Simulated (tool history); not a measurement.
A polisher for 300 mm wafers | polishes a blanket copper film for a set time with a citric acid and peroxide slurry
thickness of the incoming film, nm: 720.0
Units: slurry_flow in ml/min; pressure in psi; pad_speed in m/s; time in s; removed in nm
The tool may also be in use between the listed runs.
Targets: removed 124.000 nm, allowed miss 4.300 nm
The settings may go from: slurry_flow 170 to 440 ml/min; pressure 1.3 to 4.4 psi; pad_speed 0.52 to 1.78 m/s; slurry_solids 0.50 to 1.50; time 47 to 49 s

run	hour	slurry_flow	pressure	pad_speed	slurry_solids	time	removed
1	0.0	280	2.8	1.14	1.00	47	92.843
2	3.8	280	2.9	1.14	1.00	47	97.409
3	8.5	280	2.9	1.14	0.80	47	95.258
4	10.4	280	3.0	1.14	0.80	47	98.705
5	16.8	280	3.1	1.14	0.80	47	99.891
6	20.7	280	3.2	1.14	0.80	47	103.890
7	24.7	280	3.3	1.14	0.80	47	104.280
8	31.1	285	4.0	1.16	0.80	47	129.940

Which of these 5 next moves meets every target?
A	37.5	330	3.9	1.18	0.75	49	?
B	37.5	315	4.0	1.06	0.65	49	?
C	37.5	290	4.4	1.16	0.70	47	?
D	37.5	245	3.5	1.34	1.00	49	?
E	37.5	245	4.1	1.14	0.75	49	?

move	removed
A	134.440
B	123.750
C	140.200
D	137.540
E	134.650
A: further off than the last run
B: meets every target
C: further off than the last run
D: further off than the last run
E: further off than the last run
Answer: B
